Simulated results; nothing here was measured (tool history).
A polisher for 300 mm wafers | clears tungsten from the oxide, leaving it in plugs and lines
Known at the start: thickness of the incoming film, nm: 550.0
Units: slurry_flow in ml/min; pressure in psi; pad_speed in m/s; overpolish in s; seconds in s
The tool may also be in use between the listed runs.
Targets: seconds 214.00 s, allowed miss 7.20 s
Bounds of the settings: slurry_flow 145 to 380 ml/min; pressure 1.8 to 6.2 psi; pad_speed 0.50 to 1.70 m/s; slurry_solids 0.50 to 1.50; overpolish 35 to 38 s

{"run": 1, "hour": 0.0, "slurry_flow": 245, "pressure": 4.0, "pad_speed": 1.1, "slurry_solids": 1.0, "overpolish": 35, "seconds": 106.02}
{"run": 2, "hour": 5.6, "slurry_flow": 245, "pressure": 3.5, "pad_speed": 1.06, "slurry_solids": 1.0, "overpolish": 35, "seconds": 123.05}
{"run": 3, "hour": 14.5, "slurry_flow": 245, "pressure": 3.5, "pad_speed": 1.06, "slurry_solids": 0.85, "overpolish": 35, "seconds": 132.7}
{"run": 4, "hour": 22.3, "slurry_flow": 245, "pressure": 3.1, "pad_speed": 1.04, "slurry_solids": 0.85, "overpolish": 35, "seconds": 147.81}
{"run": 5, "hour": 29.9, "slurry_flow": 245, "pressure": 3.1, "pad_speed": 1.04, "slurry_solids": 0.85, "overpolish": 38, "seconds": 150.97}
{"run": 6, "hour": 37.0, "slurry_flow": 245, "pressure": 2.8, "pad_speed": 1.04, "slurry_solids": 0.85, "overpolish": 38, "seconds": 165.02}
{"run": 7, "hour": 40.2, "slurry_flow": 245, "pressure": 2.6, "pad_speed": 1.04, "slurry_solids": 0.85, "overpolish": 38, "seconds": 177.03}
{"run": 8, "hour": 45.1, "slurry_flow": 245, "pressure": 2.5, "pad_speed": 1.04, "slurry_solids": 0.85, "overpolish": 38, "seconds": 185.76}
{"run": 9, "hour": 49.4, "slurry_flow": 245, "pressure": 2.4, "pad_speed": 1.04, "slurry_solids": 0.85, "overpolish": 38, "seconds": 192.99}
{"run": 10, "hour": 55.5, "slurry_flow": 240, "pressure": 2.0, "pad_speed": 1.04, "slurry_solids": 0.85, "overpolish": 38, "seconds": 230.57}
{"run": 11, "hour": 59.6, "slurry_flow": 250, "pressure": 2.0, "pad_speed": 1.04, "slurry_solids": 0.85, "overpolish": 38, "seconds": 227.25}
{"run": 12, "hour": 65.9, "slurry_flow": 250, "pressure": 2.0, "pad_speed": 1.04, "slurry_solids": 0.85, "overpolish": 38, "seconds": 229.61}

5 next moves are on the table. One of them brings every result within its allowed miss. Which?
{"run": "A", "hour": 72.2, "slurry_flow": 230, "pressure": 2.0, "pad_speed": 1.24, "slurry_solids": 0.95, "overpolish": 38, "seconds": "?"}
{"run": "B", "hour": 72.2, "slurry_flow": 230, "pressure": 1.8, "pad_speed": 1.0, "slurry_solids": 0.8, "overpolish": 38, "seconds": "?"}
{"run": "C", "hour": 72.2, "slurry_flow": 235, "pressure": 2.8, "pad_speed": 1.12, "slurry_solids": 0.5, "overpolish": 38, "seconds": "?"}
{"run": "D", "hour": 72.2, "slurry_flow": 340, "pressure": 1.9, "pad_speed": 1.0, "slurry_solids": 0.7, "overpolish": 35, "seconds": "?"}
{"run": "E", "hour": 72.2, "slurry_flow": 255, "pressure": 2.1, "pad_speed": 1.08, "slurry_solids": 0.85, "overpolish": 38, "seconds": "?"}

move=A seconds=194.50
move=B seconds=266.62
move=C seconds=198.47
move=D seconds=256.18
move=E seconds=210.97
A: takes the result that was furthest off past its target
B: further off than the last run
C: takes the result that was furthest off past its target
D: further off than the last run
E: meets every target
Answer: E
